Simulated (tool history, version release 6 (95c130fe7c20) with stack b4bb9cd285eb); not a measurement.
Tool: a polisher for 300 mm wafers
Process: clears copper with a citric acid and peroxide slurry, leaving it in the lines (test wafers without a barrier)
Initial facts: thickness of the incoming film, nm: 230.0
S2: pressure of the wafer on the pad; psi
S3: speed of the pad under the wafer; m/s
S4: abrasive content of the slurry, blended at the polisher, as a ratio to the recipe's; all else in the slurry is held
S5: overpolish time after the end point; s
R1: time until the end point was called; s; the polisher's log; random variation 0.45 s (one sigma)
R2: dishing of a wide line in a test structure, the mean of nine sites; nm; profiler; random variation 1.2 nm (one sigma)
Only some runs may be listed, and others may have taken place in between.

run 1 day=0.000 | flow_of_slurry_(ml/min)=180 S2=3.2 S3=1.28 S4=1.0 S5=16 | R1=82.028 R2=31.093
run 2 day=0.104 | flow_of_slurry_(ml/min)=185 S2=3.7 S3=1.32 S4=1.0 S5=17 | R1=68.828 R2=38.719
run 3 day=0.371 | flow_of_slurry_(ml/min)=185 S2=3.2 S3=1.32 S4=1.0 S5=17 | R1=78.339 R2=34.103
run 4 day=0.504 | flow_of_slurry_(ml/min)=190 S2=3.7 S3=1.36 S4=1.0 S5=17 | R1=65.987 R2=39.224
run 5 day=0.688 | flow_of_slurry_(ml/min)=190 S2=3.7 S3=1.48 S4=1.0 S5=17 | R1=59.474 R2=42.457
run 6 day=0.829 | flow_of_slurry_(ml/min)=195 S2=4.0 S3=1.48 S4=1.0 S5=18 | R1=54.924 R2=47.541
run 7 day=1.117 | flow_of_slurry_(ml/min)=200 S2=4.9 S3=1.50 S4=1.0 S5=21 | R1=45.333 R2=64.800

What does the tool deliver on the next run?
run 8 day=1.408 | flow_of_slurry_(ml/min)=205 S2=4.9 S3=1.52 S4=1.0 S5=21 | R1=? R2=?

R1: 44.769 s
R2: 64.187 nm
